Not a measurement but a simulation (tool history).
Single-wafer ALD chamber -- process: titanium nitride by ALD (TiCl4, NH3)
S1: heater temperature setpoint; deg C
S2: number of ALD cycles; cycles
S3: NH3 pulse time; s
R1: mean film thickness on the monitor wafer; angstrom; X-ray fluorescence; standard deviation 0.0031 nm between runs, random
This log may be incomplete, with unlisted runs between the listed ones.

run	hour	S1	S2	S3	R1
1	0.0	375	36	2.62	8.1691
2	2.3	375	35	2.62	7.9036
3	8.4	369	35	2.19	7.7258
4	12.4	369	35	2.84	7.9305
5	20.3	369	36	2.84	8.1272
6	23.2	362	36	2.84	8.0582
7	24.5	359	36	2.36	7.8927
8	25.5	357	36	2.00	7.6888
9	31.6	356	36	1.84	7.5595
10	39.7	355	36	1.76	7.4360
11	44.1	355	36	1.75	7.4326

Run 12 comes next. What will it give?
12	45.1	355	36	1.74	?

{"run 12": {"R1": 7.4394}}
